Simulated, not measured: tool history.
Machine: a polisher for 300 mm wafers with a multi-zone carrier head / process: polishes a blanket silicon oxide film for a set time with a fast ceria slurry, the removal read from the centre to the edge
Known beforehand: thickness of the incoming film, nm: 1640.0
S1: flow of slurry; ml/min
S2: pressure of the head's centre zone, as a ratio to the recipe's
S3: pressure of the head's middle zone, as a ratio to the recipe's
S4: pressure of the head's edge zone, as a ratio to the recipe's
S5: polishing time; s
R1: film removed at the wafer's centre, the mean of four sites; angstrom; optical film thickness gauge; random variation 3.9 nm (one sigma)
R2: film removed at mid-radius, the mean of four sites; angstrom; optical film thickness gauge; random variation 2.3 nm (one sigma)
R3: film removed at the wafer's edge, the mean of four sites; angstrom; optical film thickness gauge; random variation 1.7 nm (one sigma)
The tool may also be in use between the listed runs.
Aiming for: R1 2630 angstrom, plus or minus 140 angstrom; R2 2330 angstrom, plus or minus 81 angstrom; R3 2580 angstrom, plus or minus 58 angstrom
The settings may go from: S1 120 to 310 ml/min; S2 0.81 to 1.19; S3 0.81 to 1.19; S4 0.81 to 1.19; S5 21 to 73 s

run,hour,S1,S2,S3,S4,S5,R1,R2,R3
1,0,200,1,1,1,47,4299.3,4460.8,4359.8
2,3.8,200,1,1,1.06,47,4316.6,4454.6,4522
3,4.4,200,1,1,1.06,43,3998.2,4106.2,4158.3
4,11.9,185,1,0.95,1.02,38,3487.5,3463.9,3569.2
5,19,185,1,0.95,1.09,38,3471.1,3472.4,3700.6
6,20.9,185,1.07,0.95,1.09,38,3699.5,3434.2,3663.4
7,22,170,1.06,0.92,1.06,35,3346.8,3036.8,3289.9
8,26.5,160,1.04,0.89,1.02,33,3014.2,2763.2,3022.4
9,35,130,1.03,0.81,0.92,30,2614.9,2266.1,2531.6

Of the 4 settings listed for the next run, only one would bring every result within its allowed miss of target. Which one?
A,43.5,135,1.09,0.83,1,28,?,?,?
B,43.5,150,1.01,0.81,0.89,30,?,?,?
C,43.5,125,1.06,0.88,0.9,29,?,?,?
D,43.5,180,1.01,0.85,0.93,27,?,?,?

move,R1,R2,R3
A,2564.3,2164.9,2483.2
B,2617.8,2340.7,2565.3
C,2523,2288.6,2410.9
D,2455.8,2259.5,2418.4
A: lands further from the targets than the last run did
B: all results land within tolerance of their targets
C: lands further from the targets than the last run did
D: lands further from the targets than the last run did
So the answer is move B, the one that meets all the targets.
